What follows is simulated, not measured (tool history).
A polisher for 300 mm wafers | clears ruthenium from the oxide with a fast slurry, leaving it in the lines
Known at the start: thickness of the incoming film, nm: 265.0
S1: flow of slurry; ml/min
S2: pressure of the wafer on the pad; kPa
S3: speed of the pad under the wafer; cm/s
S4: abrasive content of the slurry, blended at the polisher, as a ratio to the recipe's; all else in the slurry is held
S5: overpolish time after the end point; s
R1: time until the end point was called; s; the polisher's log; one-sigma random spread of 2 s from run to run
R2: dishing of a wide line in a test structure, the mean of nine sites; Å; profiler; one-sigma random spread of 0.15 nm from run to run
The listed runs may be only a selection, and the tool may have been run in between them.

run,hour,S1,S2,S3,S4,S5,R1,R2
1,0.0,295,15.2,84,1.00,9,90.673,125.280
2,3.5,235,15.2,84,1.00,9,97.903,122.890
3,7.8,235,15.2,84,1.00,6,94.046,100.040
4,14.4,235,15.2,64,1.00,6,113.210,89.130
5,19.2,235,15.2,64,0.85,6,125.060,83.482
6,21.7,235,15.2,64,0.85,8,122.640,101.190
7,28.4,225,14.5,64,0.85,9,129.830,105.200
8,31.8,220,13.8,64,0.85,10,136.430,109.290

What will run 9 give?
9,32.8,215,13.1,64,0.85,11,?,?

Run 9 produced R1 145.370 s, R2 112.380 Å.
